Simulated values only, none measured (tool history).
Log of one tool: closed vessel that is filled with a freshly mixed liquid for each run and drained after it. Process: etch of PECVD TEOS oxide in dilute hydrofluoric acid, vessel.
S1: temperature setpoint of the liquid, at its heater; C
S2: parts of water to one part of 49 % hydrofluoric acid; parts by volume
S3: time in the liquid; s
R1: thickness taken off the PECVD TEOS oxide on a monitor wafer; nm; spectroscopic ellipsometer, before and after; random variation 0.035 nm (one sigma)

| run | day | S1 | S2 | S3 | R1 |
|---|---|---|---|---|---|
| 1 | 0.000 | 21.0 | 45 | 30 | 5.3165 |
| 2 | 0.167 | 20.5 | 45 | 30 | 5.2101 |
| 3 | 0.462 | 20.5 | 45 | 30 | 5.1158 |
| 4 | 0.533 | 20.5 | 45 | 30 | 5.1069 |
| 5 | 0.721 | 20.5 | 45 | 30 | 5.2085 |
| 6 | 0.900 | 20.0 | 45 | 30 | 4.9852 |
| 7 | 1.092 | 19.5 | 45 | 30 | 4.9215 |
| 8 | 1.196 | 19.0 | 45 | 30 | 4.8806 |

Forecast run 9:
| 9 | 1.450 | 17.0 | 60 | 30 | ? |

R1: 3.2638 nm
